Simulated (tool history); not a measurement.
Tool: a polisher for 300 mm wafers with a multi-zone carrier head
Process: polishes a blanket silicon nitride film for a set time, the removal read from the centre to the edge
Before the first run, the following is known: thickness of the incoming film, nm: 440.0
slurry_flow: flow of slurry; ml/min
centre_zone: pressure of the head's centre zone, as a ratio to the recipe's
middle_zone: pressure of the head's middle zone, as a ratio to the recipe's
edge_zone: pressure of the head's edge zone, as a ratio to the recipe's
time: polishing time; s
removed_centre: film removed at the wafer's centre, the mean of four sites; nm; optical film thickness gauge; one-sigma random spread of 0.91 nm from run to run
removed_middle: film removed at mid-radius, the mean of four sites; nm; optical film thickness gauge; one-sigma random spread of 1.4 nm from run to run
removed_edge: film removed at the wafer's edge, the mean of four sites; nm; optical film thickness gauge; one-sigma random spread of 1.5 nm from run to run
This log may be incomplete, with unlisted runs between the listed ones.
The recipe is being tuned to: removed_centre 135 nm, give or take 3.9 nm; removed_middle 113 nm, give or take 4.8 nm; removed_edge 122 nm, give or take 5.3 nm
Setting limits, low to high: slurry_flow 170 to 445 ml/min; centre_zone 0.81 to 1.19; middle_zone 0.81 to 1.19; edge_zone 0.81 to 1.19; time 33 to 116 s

{"run": 1, "hour": 0.0, "slurry_flow": 285, "centre_zone": 1, "middle_zone": 1, "edge_zone": 1, "time": 74, "removed_centre": 114.11, "removed_middle": 111.76, "removed_edge": 112.68}
{"run": 2, "hour": 3.8, "slurry_flow": 285, "centre_zone": 1, "middle_zone": 1, "edge_zone": 1, "time": 93, "removed_centre": 144.94, "removed_middle": 143.51, "removed_edge": 141.18}
{"run": 3, "hour": 9.0, "slurry_flow": 280, "centre_zone": 1, "middle_zone": 0.97, "edge_zone": 0.98, "time": 92, "removed_centre": 142.61, "removed_middle": 136.3, "removed_edge": 140.19}
{"run": 4, "hour": 17.8, "slurry_flow": 280, "centre_zone": 1.01, "middle_zone": 0.96, "edge_zone": 0.96, "time": 90, "removed_centre": 140.4, "removed_middle": 135.15, "removed_edge": 133.05}
{"run": 5, "hour": 19.5, "slurry_flow": 280, "centre_zone": 1.01, "middle_zone": 0.96, "edge_zone": 0.96, "time": 96, "removed_centre": 149.44, "removed_middle": 144.39, "removed_edge": 145.27}
{"run": 6, "hour": 20.7, "slurry_flow": 280, "centre_zone": 1.02, "middle_zone": 0.94, "edge_zone": 0.95, "time": 94, "removed_centre": 149.07, "removed_middle": 139.4, "removed_edge": 139.98}
{"run": 7, "hour": 26.6, "slurry_flow": 275, "centre_zone": 1.02, "middle_zone": 0.92, "edge_zone": 0.94, "time": 92, "removed_centre": 144.06, "removed_middle": 134.31, "removed_edge": 135.51}
{"run": 8, "hour": 31.6, "slurry_flow": 275, "centre_zone": 1.03, "middle_zone": 0.9, "edge_zone": 0.94, "time": 91, "removed_centre": 144.89, "removed_middle": 133.62, "removed_edge": 131.74}
{"run": 9, "hour": 36.9, "slurry_flow": 270, "centre_zone": 1.04, "middle_zone": 0.88, "edge_zone": 0.97, "time": 89, "removed_centre": 141.86, "removed_middle": 126.58, "removed_edge": 130.99}
{"run": 10, "hour": 43.9, "slurry_flow": 265, "centre_zone": 1.04, "middle_zone": 0.87, "edge_zone": 0.97, "time": 88, "removed_centre": 140.16, "removed_middle": 123.65, "removed_edge": 130.82}
{"run": 11, "hour": 48.9, "slurry_flow": 260, "centre_zone": 1.04, "middle_zone": 0.86, "edge_zone": 0.97, "time": 87, "removed_centre": 137.39, "removed_middle": 124.51, "removed_edge": 131.32}

Below are 4 possible settings for the next run. Only one of them brings all results inside the allowed miss of their targets. Which is it?
{"run": "A", "hour": 53.9, "slurry_flow": 185, "centre_zone": 0.91, "middle_zone": 0.88, "edge_zone": 0.95, "time": 101, "removed_centre": "?", "removed_middle": "?", "removed_edge": "?"}
{"run": "B", "hour": 53.9, "slurry_flow": 290, "centre_zone": 1.09, "middle_zone": 0.85, "edge_zone": 1.01, "time": 81, "removed_centre": "?", "removed_middle": "?", "removed_edge": "?"}
{"run": "C", "hour": 53.9, "slurry_flow": 225, "centre_zone": 1.09, "middle_zone": 1.11, "edge_zone": 0.81, "time": 85, "removed_centre": "?", "removed_middle": "?", "removed_edge": "?"}
{"run": "D", "hour": 53.9, "slurry_flow": 245, "centre_zone": 0.96, "middle_zone": 0.85, "edge_zone": 1.11, "time": 92, "removed_centre": "?", "removed_middle": "?", "removed_edge": "?"}

move=A removed_centre=134.88 removed_middle=137.17 removed_edge=144.39
move=B removed_centre=136.7 removed_middle=112.7 removed_edge=123.17
move=C removed_centre=139.76 removed_middle=137.55 removed_edge=115.63
move=D removed_centre=134.22 removed_middle=126.05 removed_edge=144.12
A: lands further from the targets than the last run did
B: each result inside its tolerance
C: lands further from the targets than the last run did
D: lands further from the targets than the last run did
Move B is the one to make.
